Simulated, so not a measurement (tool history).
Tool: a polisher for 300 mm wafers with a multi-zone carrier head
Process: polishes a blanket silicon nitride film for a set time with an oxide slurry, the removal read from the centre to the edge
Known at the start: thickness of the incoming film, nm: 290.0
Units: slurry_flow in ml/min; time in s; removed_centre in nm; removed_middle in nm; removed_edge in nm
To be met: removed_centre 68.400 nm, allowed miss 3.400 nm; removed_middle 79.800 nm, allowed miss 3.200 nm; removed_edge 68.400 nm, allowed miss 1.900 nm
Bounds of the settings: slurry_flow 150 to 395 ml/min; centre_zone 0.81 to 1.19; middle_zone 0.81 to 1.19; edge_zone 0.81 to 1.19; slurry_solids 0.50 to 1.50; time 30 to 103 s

run  hour  slurry_flow  centre_zone  middle_zone  edge_zone  slurry_solids  time  removed_centre  removed_middle  removed_edge
  1   0.0          250         1.00         1.00       1.00           1.00    66          60.392          55.608        55.876
  2   6.8          250         1.00         1.00       1.00           1.10    66          61.829          57.288        57.071
  3   8.7          255         0.99         1.02       1.01           1.15    66          63.003          61.103        59.140
  4  14.4          260         0.99         1.04       1.03           1.15    66          64.011          61.239        59.264
  5  16.5          260         0.98         1.05       1.04           1.20    66          63.901          61.655        59.995
  6  18.8          260         0.98         1.05       1.04           1.35    66          67.452          65.248        62.949
  7  24.0          265         0.97         1.07       1.04           1.35    66          66.238          67.525        61.873
  8  33.0          270         0.96         1.08       1.05           1.35    66          64.750          66.853        63.765
  9  36.6          275         0.96         1.09       1.05           1.35    66          64.632          68.172        63.095
 10  42.9          280         0.96         1.10       1.05           1.35    66          66.086          69.188        62.959
 11  46.9          285         0.96         1.11       1.06           1.35    66          65.073          69.680        63.724
 12  51.5          290         0.96         1.12       1.06           1.35    66          66.403          69.922        63.580
 13  52.9          310         0.89         1.19       1.07           1.50    66          62.807          75.571        66.143

Which of these 4 next moves meets every target?
  A  54.3          280         0.84         1.14       1.18           1.40    64               ?               ?             ?
  B  54.3          360         0.81         1.08       1.15           1.50    67               ?               ?             ?
  C  54.3          345         0.92         1.19       1.06           1.50    68               ?               ?             ?
  D  54.3          220         0.84         1.19       1.01           1.20    72               ?               ?             ?

move  removed_centre  removed_middle  removed_edge
   A          56.640          69.859        65.285
   B          60.000          73.127        70.375
   C          68.923          80.339        68.568
   D          58.585          75.224        63.633
A: further off than the last run
B: further off than the last run
C: meets every target
D: further off than the last run
The right move is C.

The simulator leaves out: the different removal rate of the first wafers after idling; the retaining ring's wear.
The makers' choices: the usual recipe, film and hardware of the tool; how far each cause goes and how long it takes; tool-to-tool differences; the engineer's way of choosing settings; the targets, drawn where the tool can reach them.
